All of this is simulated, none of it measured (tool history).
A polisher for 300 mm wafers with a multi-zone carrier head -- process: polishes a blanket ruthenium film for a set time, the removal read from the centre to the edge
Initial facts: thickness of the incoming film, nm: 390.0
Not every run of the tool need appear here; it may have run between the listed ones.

run	hour	flow of slurry (ml/min)	pressure of the head's centre zone	pressure of the head's middle zone	pressure of the head's edge zone	polishing time (s)	film removed at the wafer's centre (nm)	film removed at mid-radius (nm)	film removed at the wafer's edge (nm)
1	0	145	1	1	1	32	41.594	41.644	42.056
2	7.7	165	1.06	1.03	1.04	33	46.682	44.821	44.533
3	11.9	165	1.06	1.09	1.04	33	46.714	46.804	44.017
4	17	180	1.1	1.09	1.07	34	50.827	49.735	46.697
5	19.5	180	1.1	1.04	1.07	34	50.962	46.149	45.952
6	26.2	180	1.1	1.04	1.14	34	50.671	46.782	47.522
7	33.4	190	1.12	1.05	1.15	34	52.437	48.478	49.974

For run 8, what comes out?
8	36.1	200	1.14	1.06	1.13	34	?	?	?

film removed at the wafer's centre (nm): 53.34
film removed at mid-radius (nm): 49.09
film removed at the wafer's edge (nm): 49.362
